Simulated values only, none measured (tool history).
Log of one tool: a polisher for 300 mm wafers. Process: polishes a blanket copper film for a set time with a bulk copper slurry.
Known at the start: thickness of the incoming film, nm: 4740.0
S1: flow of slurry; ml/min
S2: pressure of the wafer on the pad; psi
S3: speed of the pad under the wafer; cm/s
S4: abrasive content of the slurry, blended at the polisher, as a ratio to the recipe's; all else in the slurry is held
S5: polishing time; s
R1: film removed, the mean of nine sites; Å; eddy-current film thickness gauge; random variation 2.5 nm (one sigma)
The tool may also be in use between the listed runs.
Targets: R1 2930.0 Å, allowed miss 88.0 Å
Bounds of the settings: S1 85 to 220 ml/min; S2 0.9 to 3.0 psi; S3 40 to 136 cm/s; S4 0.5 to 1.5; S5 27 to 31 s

{"run": 1, "hour": 0.0, "S1": 140, "S2": 1.9, "S3": 88, "S4": 1.0, "S5": 31, "R1": 1860.9}
{"run": 2, "hour": 1.5, "S1": 150, "S2": 2.1, "S3": 88, "S4": 1.0, "S5": 31, "R1": 2090.9}
{"run": 3, "hour": 3.5, "S1": 180, "S2": 2.1, "S3": 88, "S4": 1.0, "S5": 31, "R1": 2137.6}
{"run": 4, "hour": 5.1, "S1": 180, "S2": 2.1, "S3": 88, "S4": 1.1, "S5": 31, "R1": 2160.0}
{"run": 5, "hour": 12.4, "S1": 180, "S2": 2.2, "S3": 88, "S4": 1.1, "S5": 31, "R1": 2301.0}
{"hour": 15.9, "done": "slurry blender recalibrated"}
{"run": 6, "hour": 15.9, "S1": 180, "S2": 2.3, "S3": 88, "S4": 1.1, "S5": 31, "R1": 2514.2}
{"run": 7, "hour": 18.7, "S1": 180, "S2": 2.4, "S3": 88, "S4": 1.1, "S5": 31, "R1": 2612.5}
{"run": 8, "hour": 27.4, "S1": 180, "S2": 2.5, "S3": 88, "S4": 1.1, "S5": 31, "R1": 2718.8}
{"run": 9, "hour": 29.2, "S1": 185, "S2": 2.6, "S3": 88, "S4": 1.1, "S5": 31, "R1": 2802.1}

4 next moves are on the table. One of them brings every result within its allowed miss. Which?
{"run": "A", "hour": 31.0, "S1": 195, "S2": 2.6, "S3": 84, "S4": 1.0, "S5": 31, "R1": "?"}
{"run": "B", "hour": 31.0, "S1": 190, "S2": 2.5, "S3": 84, "S4": 1.0, "S5": 31, "R1": "?"}
{"run": "C", "hour": 31.0, "S1": 190, "S2": 2.8, "S3": 86, "S4": 1.1, "S5": 30, "R1": "?"}
{"run": "D", "hour": 31.0, "S1": 165, "S2": 2.9, "S3": 78, "S4": 1.1, "S5": 28, "R1": "?"}

move=A R1=2701.5
move=B R1=2591.1
move=C R1=2900.5
move=D R1=2587.7
A: further off than the last run
B: further off than the last run
C: meets every target
D: further off than the last run
Answer: C
